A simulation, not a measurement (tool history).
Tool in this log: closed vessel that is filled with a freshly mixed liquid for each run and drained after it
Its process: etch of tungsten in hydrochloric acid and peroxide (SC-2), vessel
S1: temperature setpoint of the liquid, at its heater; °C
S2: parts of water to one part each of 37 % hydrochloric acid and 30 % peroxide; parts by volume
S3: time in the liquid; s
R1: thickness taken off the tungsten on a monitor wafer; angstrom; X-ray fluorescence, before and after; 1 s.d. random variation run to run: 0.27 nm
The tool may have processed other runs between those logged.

run  hour    S1  S2  S3      R1
  1   0.0  59.0   5  30  207.98
  2   8.5  54.0   5  30  147.39
  3  11.6  54.0   6  30  131.64
  4  14.2  56.0   6  30  148.35
  5  22.0  56.0   6  30  147.12
  6  26.4  57.5   6  30  162.98

What will run 7 give?
  7  34.5  59.0   6  30   ?

R1: 180.28 angstrom
